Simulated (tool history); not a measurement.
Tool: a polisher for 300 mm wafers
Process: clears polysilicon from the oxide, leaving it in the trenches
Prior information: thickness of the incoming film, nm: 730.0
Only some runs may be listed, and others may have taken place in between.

run	hour	flow of slurry (ml/min)	pressure of the wafer on the pad (kPa)	speed of the pad under the wafer (m/s)	overpolish time after the end point (s)	time until the end point was called (s)	dishing of a wide line in a test structure (Å)
1	0	270	12.4	0.96	12	94.573	465.31
2	8.4	270	12.4	1.04	12	90.795	483.01
3	10.7	265	10.3	0.94	10	116.17	397.83
4	19.2	265	9	0.9	9	138.49	340.45
5	24.6	265	9	0.9	5	138.86	222.73
6	27.8	265	6.2	0.9	5	197.55	168.81
7	36.4	260	6.9	0.82	6	198.13	199.18

Run 8 comes next. What will it give?
8	38.9	260	7.6	0.78	7	?	?

Run 8 produced time until the end point was called (s) 187.94, dishing of a wide line in a test structure (Å) 223.64.
